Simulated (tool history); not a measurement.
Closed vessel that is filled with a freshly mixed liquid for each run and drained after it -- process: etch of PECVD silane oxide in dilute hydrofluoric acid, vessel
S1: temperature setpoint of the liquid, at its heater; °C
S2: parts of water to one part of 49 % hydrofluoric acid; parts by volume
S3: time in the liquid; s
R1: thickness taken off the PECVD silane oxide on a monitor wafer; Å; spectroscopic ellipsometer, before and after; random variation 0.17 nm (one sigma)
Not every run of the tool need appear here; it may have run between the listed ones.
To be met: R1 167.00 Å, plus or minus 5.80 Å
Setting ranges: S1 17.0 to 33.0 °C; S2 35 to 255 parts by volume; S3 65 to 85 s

run	hour	S1	S2	S3	R1
1	0.0	25.0	145	85	132.93
2	4.4	26.5	145	85	142.41
3	13.7	26.5	195	85	100.06
4	20.3	26.5	165	85	124.35
5	27.6	28.0	165	85	128.50
6	30.7	29.0	160	85	142.66
7	33.4	30.0	160	85	144.91
8	38.2	31.0	160	85	147.92
9	42.0	31.5	155	85	157.60
10	46.0	32.0	155	85	159.69

4 candidate next runs follow, results not yet known. Just one meets every target within its allowed miss. Identify it.
A	50.0	33.0	165	85	?
B	50.0	32.0	140	85	?
C	50.0	33.0	155	85	?
D	50.0	32.0	165	85	?

move	R1
A	151.37
B	178.32
C	163.37
D	146.22
A: its largest miss is bigger than the last run's
B: the result that was furthest off in the last run now lies on the other side of its target
C: each result inside its tolerance
D: its largest miss is bigger than the last run's
Answer: C
